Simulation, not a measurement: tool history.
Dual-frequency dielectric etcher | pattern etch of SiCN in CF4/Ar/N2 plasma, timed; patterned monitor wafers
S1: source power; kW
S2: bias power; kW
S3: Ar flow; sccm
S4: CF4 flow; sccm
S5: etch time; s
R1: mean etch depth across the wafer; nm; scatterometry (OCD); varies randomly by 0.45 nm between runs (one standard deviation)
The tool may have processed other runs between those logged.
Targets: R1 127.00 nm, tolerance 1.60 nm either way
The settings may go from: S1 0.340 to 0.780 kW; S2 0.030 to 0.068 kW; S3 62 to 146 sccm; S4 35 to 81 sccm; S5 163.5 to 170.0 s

{"run": 1, "hour": 0.0, "S1": 0.56, "S2": 0.049, "S3": 104, "S4": 58, "S5": 163.5, "R1": 139.37}
{"run": 2, "hour": 1.7, "S1": 0.46, "S2": 0.049, "S3": 104, "S4": 58, "S5": 163.5, "R1": 112.83}
{"run": 3, "hour": 7.5, "S1": 0.48, "S2": 0.049, "S3": 104, "S4": 58, "S5": 163.5, "R1": 118.88}
{"run": 4, "hour": 8.2, "S1": 0.48, "S2": 0.049, "S3": 96, "S4": 58, "S5": 163.5, "R1": 121.3}
{"run": 5, "hour": 12.3, "S1": 0.49, "S2": 0.049, "S3": 96, "S4": 58, "S5": 163.5, "R1": 123.05}
{"run": 6, "hour": 16.5, "S1": 0.42, "S2": 0.049, "S3": 96, "S4": 58, "S5": 163.5, "R1": 104.63}
{"run": 7, "hour": 23.5, "S1": 0.45, "S2": 0.049, "S3": 96, "S4": 58, "S5": 163.5, "R1": 112.89}
{"run": 8, "hour": 24.6, "S1": 0.47, "S2": 0.049, "S3": 96, "S4": 58, "S5": 163.5, "R1": 118.27}
{"run": 9, "hour": 25.2, "S1": 0.48, "S2": 0.049, "S3": 96, "S4": 58, "S5": 163.5, "R1": 120.35}
{"run": 10, "hour": 29.4, "S1": 0.49, "S2": 0.049, "S3": 96, "S4": 58, "S5": 163.5, "R1": 123.19}

Below are 5 possible settings for the next run. Only one of them brings all results inside the allowed miss of their targets. Which is it?
{"run": "A", "hour": 33.6, "S1": 0.49, "S2": 0.043, "S3": 105, "S4": 71, "S5": 163.5, "R1": "?"}
{"run": "B", "hour": 33.6, "S1": 0.51, "S2": 0.047, "S3": 99, "S4": 57, "S5": 168.5, "R1": "?"}
{"run": "C", "hour": 33.6, "S1": 0.47, "S2": 0.052, "S3": 83, "S4": 54, "S5": 170.0, "R1": "?"}
{"run": "D", "hour": 33.6, "S1": 0.48, "S2": 0.047, "S3": 97, "S4": 58, "S5": 167.5, "R1": "?"}
{"run": "E", "hour": 33.6, "S1": 0.48, "S2": 0.053, "S3": 94, "S4": 56, "S5": 164.5, "R1": "?"}

move=A R1=120.74
move=B R1=129.81
move=C R1=127.57
move=D R1=122.21
move=E R1=123.94
A: further off than the last run
B: moves the result that the last run missed by most past its target, out the other side
C: in spec on every target
D: further off than the last run
E: gains on the last run, yet a result remains outside its allowed miss
The move that meets every target is C.

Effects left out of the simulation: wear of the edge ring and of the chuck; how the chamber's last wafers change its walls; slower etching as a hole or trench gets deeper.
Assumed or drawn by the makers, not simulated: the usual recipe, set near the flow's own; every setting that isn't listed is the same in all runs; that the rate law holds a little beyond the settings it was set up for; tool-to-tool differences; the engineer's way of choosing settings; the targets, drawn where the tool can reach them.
